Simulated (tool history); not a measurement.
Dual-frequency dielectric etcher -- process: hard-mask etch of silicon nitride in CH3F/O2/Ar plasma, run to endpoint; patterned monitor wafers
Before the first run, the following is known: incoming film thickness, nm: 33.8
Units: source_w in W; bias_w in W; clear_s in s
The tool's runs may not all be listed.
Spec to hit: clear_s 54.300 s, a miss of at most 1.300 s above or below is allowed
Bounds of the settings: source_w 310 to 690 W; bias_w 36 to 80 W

run	hour	source_w	bias_w	clear_s
1	0.0	500	58	47.879
2	5.4	500	62	46.729
3	11.7	470	62	48.606
4	14.8	450	62	49.769
5	21.0	450	72	46.917
6	21.5	430	71	48.577
7	27.1	410	71	49.790
8	34.8	400	71	50.444
9	36.3	390	71	51.414
10	41.7	380	71	52.541

Which single option among these 4 for the next run brings every result within its allowed miss of target? Just one does.
A	47.1	420	71	?
B	47.1	370	68	?
C	47.1	370	75	?
D	47.1	410	68	?

move	clear_s
A	49.180
B	54.037
C	51.958
D	50.741
A: misses by more than the last run did
B: in spec on every target
C: misses by more than the last run did
D: misses by more than the last run did
Move B is the one to make.

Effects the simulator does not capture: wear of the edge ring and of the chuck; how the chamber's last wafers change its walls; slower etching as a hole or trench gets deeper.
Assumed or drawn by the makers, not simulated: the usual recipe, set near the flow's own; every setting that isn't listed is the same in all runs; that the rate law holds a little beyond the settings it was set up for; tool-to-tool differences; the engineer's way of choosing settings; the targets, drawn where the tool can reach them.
